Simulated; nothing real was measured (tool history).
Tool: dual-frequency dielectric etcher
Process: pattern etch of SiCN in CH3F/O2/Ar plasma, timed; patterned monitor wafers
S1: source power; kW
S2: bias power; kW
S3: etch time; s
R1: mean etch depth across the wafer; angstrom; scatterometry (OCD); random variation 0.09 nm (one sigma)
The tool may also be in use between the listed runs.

run 1 hour=0.0 | S1=0.440 S2=0.069 S3=43.0 | R1=159.56
run 2 hour=7.2 | S1=0.480 S2=0.073 S3=43.0 | R1=170.64
run 3 hour=14.6 | S1=0.420 S2=0.073 S3=43.0 | R1=161.09
run 4 hour=18.0 | S1=0.420 S2=0.073 S3=43.0 | R1=160.01
run 5 hour=22.7 | S1=0.390 S2=0.073 S3=43.0 | R1=157.77
run 6 hour=26.8 | S1=0.440 S2=0.077 S3=43.0 | R1=166.03
run 7 hour=27.8 | S1=0.480 S2=0.080 S3=43.0 | R1=178.54
run 8 hour=32.6 | S1=0.490 S2=0.081 S3=43.0 | R1=178.21

Run 9 comes next. What will it give?
run 9 hour=36.5 | S1=0.510 S2=0.082 S3=43.0 | R1=?

R1: 183.79 angstrom
